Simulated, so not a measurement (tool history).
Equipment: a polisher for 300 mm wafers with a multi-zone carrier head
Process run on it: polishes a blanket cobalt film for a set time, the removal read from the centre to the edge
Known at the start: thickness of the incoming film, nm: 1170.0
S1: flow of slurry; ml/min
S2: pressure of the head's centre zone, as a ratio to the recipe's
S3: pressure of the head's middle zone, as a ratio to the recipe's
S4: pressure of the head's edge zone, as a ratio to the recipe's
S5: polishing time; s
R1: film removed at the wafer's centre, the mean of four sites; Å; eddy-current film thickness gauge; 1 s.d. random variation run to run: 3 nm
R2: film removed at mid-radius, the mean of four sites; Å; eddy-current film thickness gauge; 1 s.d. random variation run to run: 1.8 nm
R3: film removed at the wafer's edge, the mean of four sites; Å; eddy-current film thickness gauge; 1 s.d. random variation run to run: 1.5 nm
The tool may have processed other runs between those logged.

Run 1, day 0.000: S1 220 ml/min, S2 1.00, S3 1.00, S4 1.00, S5 45 s. Result: R1 2632.5 Å, R2 2702.9 Å, R3 2785.7 Å.
Run 2, day 0.275: S1 220 ml/min, S2 1.00, S3 1.00, S4 0.92, S5 45 s. Result: R1 2739.8 Å, R2 2715.8 Å, R3 2675.9 Å.
Run 3, day 0.358: S1 220 ml/min, S2 1.00, S3 1.00, S4 0.84, S5 45 s. Result: R1 2645.2 Å, R2 2643.3 Å, R3 2524.5 Å.
Run 4, day 0.512: S1 265 ml/min, S2 1.00, S3 1.00, S4 0.84, S5 45 s. Result: R1 2727.0 Å, R2 2716.3 Å, R3 2580.9 Å.
Run 5, day 0.562: S1 255 ml/min, S2 1.01, S3 0.96, S4 0.84, S5 43 s. Result: R1 2640.5 Å, R2 2527.1 Å, R3 2493.0 Å.
Run 6, day 0.712: S1 245 ml/min, S2 1.02, S3 0.93, S4 0.84, S5 41 s. Result: R1 2535.4 Å, R2 2323.6 Å, R3 2342.9 Å.
Run 7, day 1.071: S1 235 ml/min, S2 1.03, S3 0.91, S4 0.85, S5 40 s. Result: R1 2462.0 Å, R2 2196.2 Å, R3 2283.5 Å.
Run 8, day 1.112: S1 225 ml/min, S2 1.04, S3 0.89, S4 0.85, S5 40 s. Result: R1 2445.8 Å, R2 2182.5 Å, R3 2286.2 Å.

What will run 9 give?
Run 9, day 1.154: S1 220 ml/min, S2 1.06, S3 0.87, S4 0.86, S5 39 s. Result: R1 ?, R2 ?, R3 ?.

{"run 9": {"R1": 2407.8, "R2": 2074.7, "R3": 2257.3}}

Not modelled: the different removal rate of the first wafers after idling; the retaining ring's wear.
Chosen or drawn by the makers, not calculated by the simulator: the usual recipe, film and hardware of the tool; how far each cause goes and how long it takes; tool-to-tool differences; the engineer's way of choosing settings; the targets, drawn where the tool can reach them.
